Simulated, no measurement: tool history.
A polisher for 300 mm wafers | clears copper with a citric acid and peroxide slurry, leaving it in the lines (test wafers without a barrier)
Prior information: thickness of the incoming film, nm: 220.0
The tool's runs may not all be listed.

run	day	flow of slurry (ml/min)	pressure of the wafer on the pad (kPa)	speed of the pad under the wafer (cm/s)	abrasive content of the slurry	overpolish time after the end point (s)	time until the end point was called (s)	dishing of a wide line in a test structure (angstrom)
1	0	200	25.5	114	1	15	69.681	307.09
2	0.204	200	25.5	114	0.85	15	72.435	306.95
3	0.454	170	25.5	114	0.85	15	74.191	313.5
4	0.658	170	25.5	134	0.85	15	63.964	348.46
5	0.796	190	29	134	0.9	12	55.274	330.81
6	0.962	205	31	134	0.95	10	50.604	292.96

The next listed run, before its measurement:
7	1.079	215	33.1	134	0.95	9	?	?

time until the end point was called (s): 47.703
dishing of a wide line in a test structure (angstrom): 282.36
